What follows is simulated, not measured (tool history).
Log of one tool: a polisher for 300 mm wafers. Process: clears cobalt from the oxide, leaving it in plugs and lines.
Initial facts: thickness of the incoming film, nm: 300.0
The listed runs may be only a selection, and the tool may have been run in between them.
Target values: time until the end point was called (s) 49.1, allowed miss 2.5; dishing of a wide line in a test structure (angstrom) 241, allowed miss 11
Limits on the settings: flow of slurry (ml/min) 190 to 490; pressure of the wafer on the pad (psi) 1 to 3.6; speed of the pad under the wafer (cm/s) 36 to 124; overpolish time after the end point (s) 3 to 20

run	day	flow of slurry (ml/min)	pressure of the wafer on the pad (psi)	speed of the pad under the wafer (cm/s)	overpolish time after the end point (s)	time until the end point was called (s)	dishing of a wide line in a test structure (angstrom)
1	0	315	2.3	80	10	74.108	298.21
2	0.154	315	2.3	62	10	93.175	248.13
3	0.188	315	2.3	62	12	92.116	280.66
4	0.542	285	2.3	62	12	92.859	286.99
5	0.712	300	2.5	64	11	86.67	285.61
6	0.942	330	2.6	68	10	77.704	291.33
7	1.283	280	3.2	70	5	63.199	202.54
8	1.408	290	3.3	72	5	57.918	201.28
9	1.462	270	3.5	80	6	50.544	275.21
10	1.746	280	3.5	80	6	49.524	276.45
11	1.842	285	3.5	80	6	51.416	271.57

Which one of the following 4 next-run settings gets every result inside its allowed miss? There is exactly one.
A	1.938	290	3.5	90	5	?	?
B	1.938	345	3.4	82	5	?	?
C	1.938	310	3.5	80	6	?	?
D	1.938	330	3.6	66	6	?	?

move	time until the end point was called (s)	dishing of a wide line in a test structure (angstrom)
A	44.138	260.81
B	48.908	240.11
C	49.163	276.74
D	57.27	245.04
A: better than the last run, though not everything is in spec
B: each result inside its tolerance
C: lands further from the targets than the last run did
D: meets the target for the result that was furthest off, but another lies outside its allowed miss
B is the move that brings every result within its allowed miss.
